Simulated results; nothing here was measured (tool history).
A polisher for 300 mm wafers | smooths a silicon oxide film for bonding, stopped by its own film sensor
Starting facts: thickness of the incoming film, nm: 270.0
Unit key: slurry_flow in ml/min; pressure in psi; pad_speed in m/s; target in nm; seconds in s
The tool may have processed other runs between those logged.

run,hour,slurry_flow,pressure,pad_speed,slurry_solids,target,seconds
1,0,220,2,0.7,1,244,41.75
2,5.6,220,2,0.7,1.15,244,38.331
3,9.7,220,2.1,0.7,1.15,244,37.183
4,15.5,220,2.1,0.7,1.15,247,33.921
5,18.1,240,2.1,0.7,1.15,247,32.037
6,22.1,240,2.6,0.7,1.15,247,27.605

What will run 7 give?
7,24.5,240,2.6,0.7,1.15,247,?

seconds: 26.155 s
